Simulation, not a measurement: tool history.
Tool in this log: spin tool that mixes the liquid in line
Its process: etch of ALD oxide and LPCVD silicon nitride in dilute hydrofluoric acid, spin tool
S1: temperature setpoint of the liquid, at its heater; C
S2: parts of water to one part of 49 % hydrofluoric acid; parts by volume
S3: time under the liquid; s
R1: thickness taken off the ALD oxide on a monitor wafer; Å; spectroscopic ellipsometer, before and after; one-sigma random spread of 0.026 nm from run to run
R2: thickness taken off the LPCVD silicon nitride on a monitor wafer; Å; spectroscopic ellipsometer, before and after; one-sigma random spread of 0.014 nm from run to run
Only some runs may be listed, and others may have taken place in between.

run 1 hour=0 | S1=24 S2=270 S3=120 | R1=78.498 R2=1.5247
run 2 hour=1.9 | S1=24 S2=325 S3=120 | R1=62.085 R2=1.3616
run 3 hour=10 | S1=22.5 S2=350 S3=120 | R1=53.42 R2=1.4848
run 4 hour=14.6 | S1=22 S2=370 S3=120 | R1=49.267 R2=1.1964
run 5 hour=23.1 | S1=21 S2=390 S3=120 | R1=44.803 R2=1.2221
run 6 hour=26.7 | S1=21 S2=390 S3=140 | R1=50.7 R2=1.3109
run 7 hour=28.6 | S1=18 S2=465 S3=140 | R1=36.392 R2=0.85988
run 8 hour=36.1 | S1=19 S2=470 S3=140 | R1=37.266 R2=1.059
run 9 hour=40.8 | S1=19 S2=475 S3=140 | R1=36.895 R2=1.1848
run 10 hour=44 | S1=19 S2=480 S3=140 | R1=36.431 R2=1.0583

The next listed run, before its measurement:
run 11 hour=45.3 | S1=19 S2=485 S3=140 | R1=? R2=?

Run 11 produced R1 35.565 Å, R2 0.93586 Å.
